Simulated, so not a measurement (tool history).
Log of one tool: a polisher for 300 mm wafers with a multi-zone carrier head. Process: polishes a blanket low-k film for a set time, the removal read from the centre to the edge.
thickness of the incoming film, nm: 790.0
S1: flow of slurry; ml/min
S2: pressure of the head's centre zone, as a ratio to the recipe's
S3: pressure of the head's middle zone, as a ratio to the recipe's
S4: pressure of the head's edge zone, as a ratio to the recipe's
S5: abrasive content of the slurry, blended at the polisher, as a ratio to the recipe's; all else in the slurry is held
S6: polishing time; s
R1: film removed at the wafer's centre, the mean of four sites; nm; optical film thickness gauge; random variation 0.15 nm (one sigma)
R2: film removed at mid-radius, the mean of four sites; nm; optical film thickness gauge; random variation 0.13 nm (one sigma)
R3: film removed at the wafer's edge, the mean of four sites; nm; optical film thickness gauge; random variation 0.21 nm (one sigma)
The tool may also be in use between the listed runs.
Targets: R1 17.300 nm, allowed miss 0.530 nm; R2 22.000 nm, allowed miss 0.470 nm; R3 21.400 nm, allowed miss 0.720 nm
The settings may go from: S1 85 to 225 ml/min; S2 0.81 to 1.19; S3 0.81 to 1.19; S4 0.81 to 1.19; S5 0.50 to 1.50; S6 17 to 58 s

| run | day | S1 | S2 | S3 | S4 | S5 | S6 | R1 | R2 | R3 |
|---|---|---|---|---|---|---|---|---|---|---|
| 1 | 0.000 | 145 | 1.00 | 1.00 | 1.00 | 1.00 | 37 | 14.014 | 14.335 | 14.340 |
| 2 | 0.188 | 155 | 0.98 | 1.02 | 1.04 | 1.10 | 37 | 14.511 | 15.183 | 15.322 |
| 3 | 0.288 | 155 | 0.98 | 1.02 | 1.04 | 1.30 | 37 | 15.825 | 16.700 | 16.556 |
| 4 | 0.500 | 160 | 0.96 | 1.04 | 1.07 | 1.35 | 38 | 16.191 | 17.653 | 17.867 |
| 5 | 0.667 | 160 | 1.01 | 1.04 | 1.07 | 1.35 | 38 | 17.184 | 17.518 | 17.683 |
| 6 | 0.842 | 170 | 0.99 | 1.07 | 1.09 | 1.40 | 38 | 17.263 | 18.286 | 18.414 |
| 7 | 1.167 | 175 | 0.97 | 1.09 | 1.10 | 1.40 | 38 | 16.989 | 18.667 | 18.613 |
| 8 | 1.262 | 175 | 0.97 | 1.09 | 1.10 | 1.40 | 38 | 16.975 | 18.632 | 18.490 |
| 9 | 1.379 | 180 | 0.95 | 1.11 | 1.11 | 1.40 | 38 | 16.708 | 18.916 | 18.443 |
| 10 | 1.479 | 180 | 0.93 | 1.12 | 1.12 | 1.40 | 39 | 16.745 | 19.633 | 18.895 |
| 11 | 1.783 | 185 | 0.92 | 1.12 | 1.13 | 1.40 | 39 | 16.611 | 19.851 | 19.004 |
| 12 | 1.942 | 185 | 0.91 | 1.12 | 1.14 | 1.40 | 39 | 16.510 | 19.686 | 19.225 |
| 13 | 1.967 | 190 | 0.90 | 1.13 | 1.15 | 1.40 | 39 | 16.352 | 20.131 | 19.209 |
| 14 | 2.117 | 195 | 0.86 | 1.12 | 1.19 | 1.50 | 41 | 16.886 | 21.599 | 21.113 |
| 15 | 2.421 | 200 | 0.86 | 1.12 | 1.19 | 1.50 | 41 | 17.191 | 21.441 | 21.361 |

Which of these 4 next moves meets every target?
| A | 2.725 | 195 | 0.86 | 1.10 | 1.19 | 1.50 | 41 | ? | ? | ? |
| B | 2.725 | 215 | 0.93 | 1.14 | 1.13 | 1.35 | 42 | ? | ? | ? |
| C | 2.725 | 225 | 0.91 | 1.13 | 1.13 | 1.45 | 42 | ? | ? | ? |
| D | 2.725 | 205 | 0.87 | 1.15 | 1.18 | 1.50 | 41 | ? | ? | ? |

| move | R1 | R2 | R3 |
|---|---|---|---|
| A | 16.630 | 21.107 | 21.211 |
| B | 17.932 | 21.542 | 20.503 |
| C | 18.169 | 22.158 | 21.194 |
| D | 16.954 | 21.942 | 21.215 |
A: further off than the last run
B: brings the result that was furthest off to its target, and leaves another outside
C: brings the result that was furthest off to its target, and leaves another outside
D: meets every target
Move D is the one to make.
